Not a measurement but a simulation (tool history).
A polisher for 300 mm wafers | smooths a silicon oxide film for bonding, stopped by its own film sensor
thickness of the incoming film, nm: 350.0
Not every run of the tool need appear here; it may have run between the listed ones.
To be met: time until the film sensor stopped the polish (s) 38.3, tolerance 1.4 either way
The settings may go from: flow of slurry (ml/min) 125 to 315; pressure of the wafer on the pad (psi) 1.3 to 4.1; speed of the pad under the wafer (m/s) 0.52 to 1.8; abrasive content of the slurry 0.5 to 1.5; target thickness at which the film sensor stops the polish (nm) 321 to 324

| run | hour | flow of slurry (ml/min) | pressure of the wafer on the pad (psi) | speed of the pad under the wafer (m/s) | abrasive content of the slurry | target thickness at which the film sensor stops the polish (nm) | time until the film sensor stopped the polish (s) |
|---|---|---|---|---|---|---|---|
| 1 | 0 | 205 | 2.7 | 1.16 | 1 | 321 | 29.969 |
| 2 | 2.5 | 205 | 3.3 | 1.16 | 1 | 321 | 26.14 |
| 3 | 7.7 | 205 | 3.3 | 1.16 | 1 | 321 | 25.99 |
| 4 | 10.8 | 205 | 3.9 | 1.16 | 1 | 321 | 22.805 |
| 5 | 14.9 | 205 | 3.9 | 1.16 | 1 | 324 | 20.563 |
| 6 | 20.6 | 205 | 3.9 | 1.16 | 1.2 | 324 | 18.586 |
| 7 | 25.8 | 205 | 3.3 | 1.14 | 1.2 | 324 | 21.359 |
| 8 | 34 | 205 | 2.9 | 1.1 | 1.2 | 324 | 23.913 |
| 9 | 40 | 205 | 2.5 | 1.06 | 1.2 | 324 | 27.178 |
| 10 | 48.9 | 205 | 2.2 | 1.04 | 1.2 | 324 | 30.769 |
| 11 | 50.2 | 205 | 2 | 1.04 | 1.2 | 324 | 32.428 |

4 candidate next runs follow, results not yet known. Just one meets every target within its allowed miss. Identify it.
| A | 51.5 | 265 | 1.9 | 1.24 | 1 | 321 | ? |
| B | 51.5 | 195 | 2.4 | 0.96 | 1.15 | 322 | ? |
| C | 51.5 | 190 | 2 | 1.02 | 1.15 | 321 | ? |
| D | 51.5 | 170 | 2.2 | 1.5 | 1.2 | 323 | ? |

| move | time until the film sensor stopped the polish (s) |
|---|---|
| A | 35.123 |
| B | 33.942 |
| C | 37.989 |
| D | 24.258 |
A: moves toward the targets from the last run without getting all of them in spec
B: moves toward the targets from the last run without getting all of them in spec
C: each result inside its tolerance
D: lands further from the targets than the last run did
C is the move that brings every result within its allowed miss.

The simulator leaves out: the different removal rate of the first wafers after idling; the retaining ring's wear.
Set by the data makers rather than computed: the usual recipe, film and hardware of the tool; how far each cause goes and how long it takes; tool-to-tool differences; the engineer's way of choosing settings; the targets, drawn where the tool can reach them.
